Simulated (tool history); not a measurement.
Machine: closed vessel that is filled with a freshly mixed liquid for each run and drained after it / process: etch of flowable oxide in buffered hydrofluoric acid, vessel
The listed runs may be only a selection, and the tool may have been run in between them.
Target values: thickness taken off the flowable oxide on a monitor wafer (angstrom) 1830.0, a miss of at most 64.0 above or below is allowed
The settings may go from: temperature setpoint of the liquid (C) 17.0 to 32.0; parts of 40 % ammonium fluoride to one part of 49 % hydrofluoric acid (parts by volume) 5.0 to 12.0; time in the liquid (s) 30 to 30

| run | hour | temperature setpoint of the liquid (C) | parts of 40 % ammonium fluoride to one part of 49 % hydrofluoric acid (parts by volume) | time in the liquid (s) | thickness taken off the flowable oxide on a monitor wafer (angstrom) |
|---|---|---|---|---|---|
| 1 | 0.0 | 24.0 | 7.0 | 30 | 1275.8 |
| 2 | 8.7 | 25.0 | 7.0 | 30 | 1343.8 |
| 3 | 12.5 | 26.0 | 7.0 | 30 | 1416.7 |
| 4 | 13.4 | 27.0 | 7.0 | 30 | 1487.0 |
| 5 | 18.7 | 23.5 | 7.0 | 30 | 1243.2 |
|  | 24.3 | hydrofluoric acid flow meter replaced |
| 6 | 24.3 | 25.0 | 7.0 | 30 | 1235.7 |
| 7 | 29.5 | 26.0 | 7.0 | 30 | 1318.4 |
| 8 | 33.8 | 27.0 | 7.0 | 30 | 1391.2 |
| 9 | 36.4 | 28.0 | 7.0 | 30 | 1432.9 |
| 10 | 44.0 | 28.5 | 7.0 | 30 | 1480.3 |
| 11 | 49.7 | 29.0 | 7.0 | 30 | 1543.8 |
| 12 | 54.6 | 29.5 | 7.0 | 30 | 1569.1 |

4 next moves are on the table. One of them brings every result within its allowed miss. Which?
| A | 59.5 | 32.0 | 7.5 | 30 | ? |
| B | 59.5 | 19.5 | 5.0 | 30 | ? |
| C | 59.5 | 28.5 | 5.5 | 30 | ? |
| D | 59.5 | 29.5 | 6.5 | 30 | ? |

| move | thickness taken off the flowable oxide on a monitor wafer (angstrom) |
|---|---|
| A | 1669.6 |
| B | 1223.9 |
| C | 1842.3 |
| D | 1683.6 |
A: closer than the last run, but not yet in spec
B: misses by more than the last run did
C: every result lands within tolerance
D: closer than the last run, but not yet in spec
Correct choice: C, which meets every target

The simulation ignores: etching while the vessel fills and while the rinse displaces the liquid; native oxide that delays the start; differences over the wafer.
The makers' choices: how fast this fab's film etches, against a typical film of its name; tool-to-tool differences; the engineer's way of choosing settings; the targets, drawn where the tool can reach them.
